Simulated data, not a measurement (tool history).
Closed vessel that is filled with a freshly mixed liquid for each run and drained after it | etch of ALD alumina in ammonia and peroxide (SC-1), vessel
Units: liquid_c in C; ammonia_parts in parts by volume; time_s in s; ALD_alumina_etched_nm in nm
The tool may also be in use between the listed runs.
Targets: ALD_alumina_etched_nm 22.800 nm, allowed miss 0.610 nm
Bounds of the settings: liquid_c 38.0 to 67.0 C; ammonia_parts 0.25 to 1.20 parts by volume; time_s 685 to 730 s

Run 1, hour 0.0: liquid_c 51.0 C, ammonia_parts 0.95 parts by volume, time_s 685 s. Result: ALD_alumina_etched_nm 43.171 nm.
Run 2, hour 1.5: liquid_c 51.0 C, ammonia_parts 0.70 parts by volume, time_s 685 s. Result: ALD_alumina_etched_nm 42.343 nm.
Run 3, hour 2.9: liquid_c 47.5 C, ammonia_parts 0.70 parts by volume, time_s 685 s. Result: ALD_alumina_etched_nm 34.808 nm.
Run 4, hour 10.3: liquid_c 47.5 C, ammonia_parts 0.85 parts by volume, time_s 685 s. Result: ALD_alumina_etched_nm 35.667 nm.
Run 5, hour 16.1: liquid_c 45.0 C, ammonia_parts 0.85 parts by volume, time_s 685 s. Result: ALD_alumina_etched_nm 30.903 nm.
Run 6, hour 18.5: liquid_c 43.5 C, ammonia_parts 0.85 parts by volume, time_s 685 s. Result: ALD_alumina_etched_nm 28.775 nm.
Run 7, hour 20.5: liquid_c 42.0 C, ammonia_parts 0.85 parts by volume, time_s 685 s. Result: ALD_alumina_etched_nm 25.832 nm.
Run 8, hour 26.4: liquid_c 42.0 C, ammonia_parts 0.85 parts by volume, time_s 685 s. Result: ALD_alumina_etched_nm 26.043 nm.
Run 9, hour 27.9: liquid_c 41.5 C, ammonia_parts 0.85 parts by volume, time_s 685 s. Result: ALD_alumina_etched_nm 25.228 nm.
Run 10, hour 35.8: liquid_c 41.0 C, ammonia_parts 0.85 parts by volume, time_s 685 s. Result: ALD_alumina_etched_nm 24.345 nm.
Run 11, hour 41.0: liquid_c 40.5 C, ammonia_parts 0.85 parts by volume, time_s 685 s. Result: ALD_alumina_etched_nm 23.686 nm.

Which of these 5 next moves meets every target?
Run A, hour 46.2: liquid_c 40.5 C, ammonia_parts 0.80 parts by volume, time_s 730 s. Result: ALD_alumina_etched_nm ?.
Run B, hour 46.2: liquid_c 41.0 C, ammonia_parts 0.80 parts by volume, time_s 685 s. Result: ALD_alumina_etched_nm ?.
Run C, hour 46.2: liquid_c 40.5 C, ammonia_parts 0.85 parts by volume, time_s 695 s. Result: ALD_alumina_etched_nm ?.
Run D, hour 46.2: liquid_c 40.0 C, ammonia_parts 0.65 parts by volume, time_s 730 s. Result: ALD_alumina_etched_nm ?.
Run E, hour 46.2: liquid_c 39.5 C, ammonia_parts 0.85 parts by volume, time_s 695 s. Result: ALD_alumina_etched_nm ?.

move  ALD_alumina_etched_nm
   A                 25.031
   B                 24.187
   C                 23.969
   D                 23.827
   E                 22.596
A: further off than the last run
B: further off than the last run
C: further off than the last run
D: further off than the last run
E: meets every target
Answer: E
